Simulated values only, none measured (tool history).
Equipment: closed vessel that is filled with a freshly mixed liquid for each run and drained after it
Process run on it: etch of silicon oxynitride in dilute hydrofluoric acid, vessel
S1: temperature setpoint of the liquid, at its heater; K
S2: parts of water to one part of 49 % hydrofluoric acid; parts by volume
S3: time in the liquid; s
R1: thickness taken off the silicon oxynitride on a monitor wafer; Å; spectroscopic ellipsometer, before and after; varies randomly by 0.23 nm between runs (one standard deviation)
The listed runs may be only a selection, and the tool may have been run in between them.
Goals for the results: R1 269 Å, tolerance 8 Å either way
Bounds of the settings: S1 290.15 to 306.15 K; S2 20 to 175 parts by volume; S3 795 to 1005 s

run  hour      S1  S2    S3      R1
  1     0  298.15  95  1005  197.52
  2     4  298.15  95  1005  194.74
  3   8.3  298.15  95  1005  194.39
  4   9.4  298.15  75  1005  252.68
  5    10  298.65  75  1005  259.33
  6  11.9  298.65  60  1005  327.34
  7  19.7  297.65  60  1005  313.59
  8  26.4  296.65  60  1005  299.81
  9  34.8  296.15  60  1005  291.97
 10  35.9  295.65  60  1005  285.73

Below are 5 possible settings for the next run. Only one of them brings all results inside the allowed miss of their targets. Which is it?
  A    37  297.15  60  1005   ?
  B    37  297.65  60  1005   ?
  C    37  292.65  55  1005   ?
  D    37  296.15  55   795   ?
  E    37  297.65  55   960   ?

move      R1
   A  308.41
   B  316.04
   C  269.64
   D  254.32
   E  330.67
A: lands further from the targets than the last run did
B: lands further from the targets than the last run did
C: in spec on every target
D: pushes the last run's worst result past its target
E: lands further from the targets than the last run did
The move that meets every target is C.
